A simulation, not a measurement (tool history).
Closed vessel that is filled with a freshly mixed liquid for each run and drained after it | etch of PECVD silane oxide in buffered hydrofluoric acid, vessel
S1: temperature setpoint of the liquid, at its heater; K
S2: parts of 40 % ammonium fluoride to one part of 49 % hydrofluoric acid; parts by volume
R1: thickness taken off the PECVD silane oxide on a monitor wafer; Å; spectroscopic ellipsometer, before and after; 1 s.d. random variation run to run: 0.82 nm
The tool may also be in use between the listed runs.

Run 1, day 0.000: S1 297.15 K, S2 13 parts by volume, time in the liquid (s) 30. Result: R1 515.36 Å.
Run 2, day 0.146: S1 298.15 K, S2 13 parts by volume, time in the liquid (s) 30. Result: R1 558.47 Å.
Run 3, day 0.367: S1 298.15 K, S2 13 parts by volume, time in the liquid (s) 30. Result: R1 546.62 Å.
Run 4, day 0.546: S1 298.15 K, S2 13 parts by volume, time in the liquid (s) 30. Result: R1 547.72 Å.
Run 5, day 0.742: S1 298.15 K, S2 11 parts by volume, time in the liquid (s) 30. Result: R1 654.05 Å.
Run 6, day 0.992: S1 298.15 K, S2 11 parts by volume, time in the liquid (s) 30. Result: R1 641.34 Å.

Run 7 is up next; what results do you expect?
Run 7, day 1.250: S1 298.65 K, S2 11 parts by volume, time in the liquid (s) 30. Result: R1 ?.

Run 7 produced R1 664.73 Å.
